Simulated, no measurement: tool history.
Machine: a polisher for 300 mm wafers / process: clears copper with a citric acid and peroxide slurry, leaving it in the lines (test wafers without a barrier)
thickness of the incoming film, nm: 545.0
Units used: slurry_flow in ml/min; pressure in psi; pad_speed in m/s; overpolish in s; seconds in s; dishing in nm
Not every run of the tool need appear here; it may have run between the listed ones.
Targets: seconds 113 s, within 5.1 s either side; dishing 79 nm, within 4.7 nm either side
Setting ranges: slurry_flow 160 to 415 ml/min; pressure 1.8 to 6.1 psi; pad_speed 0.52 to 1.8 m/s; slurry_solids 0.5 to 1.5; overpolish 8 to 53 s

run,hour,slurry_flow,pressure,pad_speed,slurry_solids,overpolish,seconds,dishing
1,0,265,3.9,1.16,1,27,142.66,59.54
2,5.5,265,3.9,1.16,1,32,144.75,66.801
3,8.5,300,3.9,1.16,1,32,143.34,68.197
4,16.1,300,3.9,1.06,1,32,153.49,62.687
5,19.4,300,3.9,1.06,1,26,154.69,55.249
6,22.7,275,3.9,1.06,1,26,156.29,55.809
7,27,275,4.1,1.06,1,27,151.32,57.652
8,31.1,275,4.1,1.06,1,27,151.68,57.728
9,36.1,275,4.3,1.06,1,28,147.52,61.306
10,38,275,4.6,1.06,1,28,139.74,62.378
11,38.7,275,4.8,1.06,1,29,138.46,64.643
12,45.3,275,5,1.06,1,29,132.94,65.985
13,49.4,275,5.2,1.06,1,30,129.22,69.971
14,53.5,275,5.3,1.06,1,30,128.38,70.599

5 candidate next runs follow, results not yet known. Just one meets every target within its allowed miss. Identify it.
A,57.6,270,4.3,1.04,0.8,33,?,?
B,57.6,265,5.4,1.14,1,21,?,?
C,57.6,250,5,0.9,0.95,32,?,?
D,57.6,365,5.4,1.2,1,23,?,?
E,57.6,285,6.1,1.08,1,32,?,?

move,seconds,dishing
A,157.95,64.128
B,115.84,58.816
C,156.96,63.536
D,107.57,65.623
E,110.77,78.906
A: lands further from the targets than the last run did
B: brings the last run's worst result on target, with another outside its allowed miss
C: lands further from the targets than the last run did
D: takes the biggest miss from the last run beyond its target
E: all results in spec
E meets every target.

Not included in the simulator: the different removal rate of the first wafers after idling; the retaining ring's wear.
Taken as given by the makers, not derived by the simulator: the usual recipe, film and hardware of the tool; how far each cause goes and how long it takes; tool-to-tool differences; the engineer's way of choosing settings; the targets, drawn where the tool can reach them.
